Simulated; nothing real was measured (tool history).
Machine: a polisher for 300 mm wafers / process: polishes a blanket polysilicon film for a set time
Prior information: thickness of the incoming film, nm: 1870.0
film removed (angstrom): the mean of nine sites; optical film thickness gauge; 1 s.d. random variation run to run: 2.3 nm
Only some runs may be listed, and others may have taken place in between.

run,day,flow of slurry (ml/min),pressure of the wafer on the pad (psi),speed of the pad under the wafer (cm/s),polishing time (s),film removed (angstrom)
1,0,120,2.8,80,33,2195.6
2,0.117,120,3.4,80,33,2628.7
3,0.329,145,3.4,80,33,2706.7
4,0.388,145,3.4,94,33,3082.1
5,0.662,145,3.4,106,33,3406.5
6,0.892,125,3.4,106,33,3383.2
7,0.929,125,3.3,106,33,3261.3
8,0.962,125,3.2,106,33,3164.1

Expected results for the next run?
9,1.262,125,3.1,106,33,?

Run 9 produced film removed (angstrom) 3061.9.
